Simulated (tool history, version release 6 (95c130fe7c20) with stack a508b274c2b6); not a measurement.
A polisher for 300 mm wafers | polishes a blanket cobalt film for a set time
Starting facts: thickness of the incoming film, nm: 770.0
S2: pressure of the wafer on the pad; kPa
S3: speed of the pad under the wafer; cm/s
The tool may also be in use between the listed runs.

Run 1, hour 0.0: flow of slurry (ml/min) 320, S2 10.3 kPa, S3 110 cm/s, polishing time (s) 36. Result: film removed (nm) 121.62.
Run 2, hour 3.3: flow of slurry (ml/min) 260, S2 10.3 kPa, S3 110 cm/s, polishing time (s) 36. Result: film removed (nm) 120.19.
Run 3, hour 6.5: flow of slurry (ml/min) 260, S2 11.7 kPa, S3 110 cm/s, polishing time (s) 36. Result: film removed (nm) 134.95.
Run 4, hour 13.7: flow of slurry (ml/min) 260, S2 12.4 kPa, S3 110 cm/s, polishing time (s) 36. Result: film removed (nm) 143.80.
Run 5, hour 20.5: flow of slurry (ml/min) 260, S2 13.1 kPa, S3 110 cm/s, polishing time (s) 36. Result: film removed (nm) 151.87.
Run 6, hour 28.3: flow of slurry (ml/min) 260, S2 13.8 kPa, S3 110 cm/s, polishing time (s) 36. Result: film removed (nm) 159.42.
Run 7, hour 33.6: flow of slurry (ml/min) 260, S2 14.5 kPa, S3 110 cm/s, polishing time (s) 36. Result: film removed (nm) 166.01.

For run 8, what comes out?
Run 8, hour 34.3: flow of slurry (ml/min) 260, S2 15.2 kPa, S3 112 cm/s, polishing time (s) 36. Result: film removed (nm) ?.

film removed (nm): 176.82

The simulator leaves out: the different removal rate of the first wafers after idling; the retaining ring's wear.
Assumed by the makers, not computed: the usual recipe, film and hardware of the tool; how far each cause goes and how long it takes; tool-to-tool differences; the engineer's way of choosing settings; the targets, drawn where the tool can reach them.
